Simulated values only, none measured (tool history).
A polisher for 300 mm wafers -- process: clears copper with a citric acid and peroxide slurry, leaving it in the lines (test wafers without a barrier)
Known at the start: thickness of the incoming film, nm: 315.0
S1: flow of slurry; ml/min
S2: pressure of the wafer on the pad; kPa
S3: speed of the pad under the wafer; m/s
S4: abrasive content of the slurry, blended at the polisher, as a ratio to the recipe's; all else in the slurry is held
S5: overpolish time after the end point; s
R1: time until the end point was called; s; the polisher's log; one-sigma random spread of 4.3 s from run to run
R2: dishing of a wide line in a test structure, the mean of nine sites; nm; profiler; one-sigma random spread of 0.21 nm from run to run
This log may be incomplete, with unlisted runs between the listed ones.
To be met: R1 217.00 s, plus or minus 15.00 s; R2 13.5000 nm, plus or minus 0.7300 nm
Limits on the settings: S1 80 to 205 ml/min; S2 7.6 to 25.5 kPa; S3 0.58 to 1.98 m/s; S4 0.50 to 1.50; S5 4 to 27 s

run  hour   S1    S2    S3    S4  S5      R1       R2
  1   0.0  135  16.5  1.28  1.00  14  131.47  25.3120
  2   4.1  135  14.5  1.26  1.00  13  154.10  19.6650
  3  11.7  135  13.1  1.26  1.00  13  172.45  18.8180
  4  15.7  135  12.4  1.24  1.00  12  184.27  15.8750
  5  22.8  135  12.4  1.24  1.00   7  181.19   9.6629
  6  29.4  135  11.7  1.24  1.00   8  194.87  10.2580
  7  31.8  135  11.0  1.24  1.00   9  213.65  11.0480
  8  36.2  135  11.0  1.24  1.00   9  200.65  10.6770
  9  41.1  135  11.0  1.24  1.00  10  209.52  11.9910

Next run, 4 choices. One meets every target within its allowed miss, the rest don't. Which?
  A  46.0  130   9.0  1.14  1.10  13   ?   ?
  B  46.0  130  10.3  1.28  0.90  12   ?   ?
  C  46.0  155   8.3  1.16  1.05  13   ?   ?
  D  46.0  140  12.4  1.18  0.90   9   ?   ?

move      R1       R2
   A  261.91  11.9680
   B  215.21  13.4000
   C  271.35  11.5530
   D  192.46  11.3750
A: lands further from the targets than the last run did
B: hits every target within its allowed miss
C: lands further from the targets than the last run did
D: lands further from the targets than the last run did
The right move is B.
